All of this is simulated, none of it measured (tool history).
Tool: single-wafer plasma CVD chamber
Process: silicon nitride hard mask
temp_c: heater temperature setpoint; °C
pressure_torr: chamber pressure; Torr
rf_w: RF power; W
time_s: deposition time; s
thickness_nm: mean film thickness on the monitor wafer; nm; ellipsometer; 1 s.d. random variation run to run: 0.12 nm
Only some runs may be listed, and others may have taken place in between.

run  hour  temp_c  pressure_torr  rf_w  time_s  thickness_nm
  1   0.0     390           1.48   400    29.5        43.342
  2   7.0     390           1.57   400    29.5        43.978
  3  10.5     394           1.57   400    29.5        43.950
  4  18.7     394           1.48   380    29.3        41.850
  5  23.4     394           1.48   380    29.5        42.222
  6  29.8     394           1.42   365    29.2        40.253
  7  32.0     394           1.36   355    29.1        39.323

Run 8 comes next. What will it give?
  8  37.1     394           1.32   350    29.0             ?

thickness_nm: 38.584 nm

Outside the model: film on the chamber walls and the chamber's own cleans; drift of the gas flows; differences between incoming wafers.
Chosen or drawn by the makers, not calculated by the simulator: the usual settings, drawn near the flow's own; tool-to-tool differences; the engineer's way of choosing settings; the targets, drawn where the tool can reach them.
